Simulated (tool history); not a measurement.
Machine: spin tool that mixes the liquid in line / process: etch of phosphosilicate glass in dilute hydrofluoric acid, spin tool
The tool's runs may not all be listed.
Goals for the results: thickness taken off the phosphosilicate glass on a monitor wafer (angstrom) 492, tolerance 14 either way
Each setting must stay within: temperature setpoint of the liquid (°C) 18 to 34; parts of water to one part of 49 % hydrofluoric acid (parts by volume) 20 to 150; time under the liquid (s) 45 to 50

run  hour  temperature setpoint of the liquid (°C)  parts of water to one part of 49 % hydrofluoric acid (parts by volume)  time under the liquid (s)  thickness taken off the phosphosilicate glass on a monitor wafer (angstrom)
  1     0                                       26                                                                      85                         45                                                                       786.53
  2   1.5                                       26                                                                      75                         45                                                                        908.2
  3   7.9                                       26                                                                      75                         50                                                                       1017.4
  4  10.8                                       26                                                                      75                         50                                                                       1011.6
  5  19.7                                       26                                                                      75                         45                                                                        918.2
  6  24.1                                       24                                                                      75                         45                                                                       835.35
  7  32.6                                       24                                                                      75                         45                                                                       846.34
  8    41                                       23                                                                      80                         45                                                                       752.32
  9  47.1                                       22                                                                      85                         45                                                                       678.26
 10  51.7                                       21                                                                      90                         45                                                                       608.47
 11  52.6                                     20.5                                                                      90                         45                                                                       597.59
 12  59.5                                       20                                                                      90                         45                                                                        590.9

Which of these 4 next moves meets every target?
  A  66.4                                     23.5                                                                      95                         50                                                                            ?
  B  66.4                                       21                                                                      75                         45                                                                            ?
  C  66.4                                       20                                                                     105                         45                                                                            ?
  D  66.4                                       20                                                                      90                         50                                                                            ?

move  thickness taken off the phosphosilicate glass on a monitor wafer (angstrom)
   A                                                                       698.51
   B                                                                       736.87
   C                                                                       488.01
   D                                                                       643.33
A: further off than the last run
B: further off than the last run
C: each result inside its tolerance
D: further off than the last run
C is the move that brings every result within its allowed miss.
